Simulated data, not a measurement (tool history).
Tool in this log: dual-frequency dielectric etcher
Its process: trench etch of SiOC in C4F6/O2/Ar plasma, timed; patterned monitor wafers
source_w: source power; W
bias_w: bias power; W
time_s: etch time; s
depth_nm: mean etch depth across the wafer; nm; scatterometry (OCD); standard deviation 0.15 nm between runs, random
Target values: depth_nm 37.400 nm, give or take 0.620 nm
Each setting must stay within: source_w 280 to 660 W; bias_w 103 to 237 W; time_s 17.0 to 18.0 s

| run | hour | source_w | bias_w | time_s | depth_nm |
|---|---|---|---|---|---|
| 1 | 0.0 | 470 | 170 | 17.0 | 32.454 |
| 2 | 4.2 | 510 | 172 | 17.0 | 33.700 |
| 3 | 6.1 | 510 | 172 | 17.0 | 33.705 |
| 4 | 7.2 | 540 | 174 | 17.0 | 34.931 |
| 5 | 8.2 | 540 | 174 | 17.0 | 34.677 |
| 6 | 14.1 | 560 | 175 | 17.0 | 35.267 |
| 7 | 15.8 | 580 | 176 | 17.0 | 36.037 |
| 8 | 19.8 | 590 | 177 | 17.0 | 36.262 |

Pick the move, out of 4, that brings all results within their allowed miss; only one does.
| A | 23.8 | 650 | 158 | 17.5 | ? |
| B | 23.8 | 630 | 202 | 17.0 | ? |
| C | 23.8 | 660 | 169 | 18.0 | ? |
| D | 23.8 | 510 | 211 | 18.0 | ? |

| move | depth_nm |
|---|---|
| A | 36.963 |
| B | 38.999 |
| C | 39.270 |
| D | 38.545 |
A: each result inside its tolerance
B: carries the result that was furthest off beyond its target, to the other side
C: carries the result that was furthest off beyond its target, to the other side
D: carries the result that was furthest off beyond its target, to the other side
Move A is the one to make.
